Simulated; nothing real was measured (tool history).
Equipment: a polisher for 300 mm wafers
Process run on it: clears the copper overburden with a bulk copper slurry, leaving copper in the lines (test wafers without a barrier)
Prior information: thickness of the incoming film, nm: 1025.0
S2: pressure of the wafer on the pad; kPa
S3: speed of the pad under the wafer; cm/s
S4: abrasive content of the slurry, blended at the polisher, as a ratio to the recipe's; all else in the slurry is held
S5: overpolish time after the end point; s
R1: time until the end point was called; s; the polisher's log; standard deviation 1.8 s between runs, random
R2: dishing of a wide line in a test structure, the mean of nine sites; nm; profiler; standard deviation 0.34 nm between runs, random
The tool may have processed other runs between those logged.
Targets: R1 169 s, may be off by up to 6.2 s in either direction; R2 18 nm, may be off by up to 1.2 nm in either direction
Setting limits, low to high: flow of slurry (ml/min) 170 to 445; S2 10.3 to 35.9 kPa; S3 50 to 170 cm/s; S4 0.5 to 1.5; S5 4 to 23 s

{"run": 1, "hour": 0.0, "flow of slurry (ml/min)": 285, "S2": 22.8, "S3": 110, "S4": 1, "S5": 12, "R1": 108.26, "R2": 27.145}
{"run": 2, "hour": 1.1, "flow of slurry (ml/min)": 285, "S2": 19.3, "S3": 112, "S4": 1, "S5": 10, "R1": 124.96, "R2": 25.306}
{"run": 3, "hour": 5.7, "flow of slurry (ml/min)": 285, "S2": 17.2, "S3": 116, "S4": 1, "S5": 8, "R1": 135.62, "R2": 22.842}
{"run": 4, "hour": 6.7, "flow of slurry (ml/min)": 285, "S2": 19.3, "S3": 116, "S4": 1, "S5": 8, "R1": 120.93, "R2": 24.166}
{"run": 5, "hour": 13.5, "flow of slurry (ml/min)": 285, "S2": 16.5, "S3": 116, "S4": 1, "S5": 8, "R1": 139.55, "R2": 22.219}
{"hour": 20.1, "done": "slurry nozzle cleaned"}
{"run": 6, "hour": 20.1, "flow of slurry (ml/min)": 285, "S2": 16.5, "S3": 144, "S4": 1, "S5": 8, "R1": 111.45, "R2": 25.091}
{"run": 7, "hour": 24.2, "flow of slurry (ml/min)": 300, "S2": 15.2, "S3": 136, "S4": 1.1, "S5": 7, "R1": 127.05, "R2": 22.467}
{"run": 8, "hour": 30.4, "flow of slurry (ml/min)": 305, "S2": 13.8, "S3": 134, "S4": 1.15, "S5": 6, "R1": 139.96, "R2": 20.792}
{"run": 9, "hour": 36.2, "flow of slurry (ml/min)": 325, "S2": 10.3, "S3": 130, "S4": 1.35, "S5": 4, "R1": 179.42, "R2": 12.817}
{"run": 10, "hour": 44.8, "flow of slurry (ml/min)": 320, "S2": 10.3, "S3": 130, "S4": 1.3, "S5": 4, "R1": 178.7, "R2": 13.207}
{"run": 11, "hour": 48.7, "flow of slurry (ml/min)": 320, "S2": 10.3, "S3": 130, "S4": 1.25, "S5": 4, "R1": 178.59, "R2": 12.394}
{"run": 12, "hour": 54.3, "flow of slurry (ml/min)": 295, "S2": 10.3, "S3": 130, "S4": 1.25, "S5": 5, "R1": 183.62, "R2": 14.803}
{"run": 13, "hour": 60.2, "flow of slurry (ml/min)": 290, "S2": 11, "S3": 130, "S4": 1.25, "S5": 5, "R1": 172.62, "R2": 15.533}
{"run": 14, "hour": 69.0, "flow of slurry (ml/min)": 240, "S2": 11.7, "S3": 128, "S4": 1.25, "S5": 11, "R1": 171.5, "R2": 24.098}
{"run": 15, "hour": 71.7, "flow of slurry (ml/min)": 265, "S2": 11.7, "S3": 128, "S4": 1.3, "S5": 11, "R1": 167.22, "R2": 23.932}
{"run": 16, "hour": 74.6, "flow of slurry (ml/min)": 285, "S2": 11.7, "S3": 126, "S4": 1.35, "S5": 11, "R1": 168.98, "R2": 24.074}
{"run": 17, "hour": 81.1, "flow of slurry (ml/min)": 295, "S2": 11.7, "S3": 126, "S4": 1.35, "S5": 10, "R1": 164.4, "R2": 22.159}
{"run": 18, "hour": 90.1, "flow of slurry (ml/min)": 305, "S2": 11.7, "S3": 126, "S4": 1.35, "S5": 9, "R1": 160.76, "R2": 21.808}

4 next moves are on the table. One of them brings every result within its allowed miss. Which?
{"run": "A", "hour": 99.1, "flow of slurry (ml/min)": 280, "S2": 12.4, "S3": 112, "S4": 1.5, "S5": 5, "R1": "?", "R2": "?"}
{"run": "B", "hour": 99.1, "flow of slurry (ml/min)": 390, "S2": 10.3, "S3": 136, "S4": 1.4, "S5": 6, "R1": "?", "R2": "?"}
{"run": "C", "hour": 99.1, "flow of slurry (ml/min)": 390, "S2": 11, "S3": 126, "S4": 1.4, "S5": 5, "R1": "?", "R2": "?"}
{"run": "D", "hour": 99.1, "flow of slurry (ml/min)": 255, "S2": 13.1, "S3": 126, "S4": 1.5, "S5": 10, "R1": "?", "R2": "?"}

move=A R1=170.34 R2=15.954
move=B R1=168.15 R2=17.833
move=C R1=169.28 R2=15.951
move=D R1=147.61 R2=24.186
A: takes the biggest miss from the last run beyond its target
B: all results in spec
C: takes the biggest miss from the last run beyond its target
D: further off than the last run
B meets every target.
